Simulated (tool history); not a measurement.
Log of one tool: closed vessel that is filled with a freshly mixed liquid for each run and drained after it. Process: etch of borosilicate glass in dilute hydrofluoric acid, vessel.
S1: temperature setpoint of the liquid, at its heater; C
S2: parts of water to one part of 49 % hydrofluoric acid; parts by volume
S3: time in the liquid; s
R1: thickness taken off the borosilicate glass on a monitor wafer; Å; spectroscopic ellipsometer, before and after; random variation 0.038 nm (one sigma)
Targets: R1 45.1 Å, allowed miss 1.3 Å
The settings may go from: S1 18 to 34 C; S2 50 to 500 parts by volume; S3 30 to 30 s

run	hour	S1	S2	S3	R1
1	0	26	275	30	39.098
2	8.8	23.5	275	30	35.092
3	9.4	23.5	275	30	36.036
4	16.1	23.5	240	30	41.808
5	24.1	21.5	240	30	39.678
6	31.8	22	240	30	40.147
7	36.5	22.5	240	30	40.307
8	45.4	22.5	240	30	41.023
9	53.9	25.5	235	30	46.366

Which of these 4 next moves meets every target?
A	62.4	25.5	230	30	?
B	62.4	25	250	30	?
C	62.4	25.5	240	30	?
D	62.4	25	225	30	?

move	R1
A	47.64
B	42.156
C	45.169
D	48.093
A: further off than the last run
B: takes the result that was furthest off past its target
C: meets every target
D: further off than the last run
Move C is the one to make.
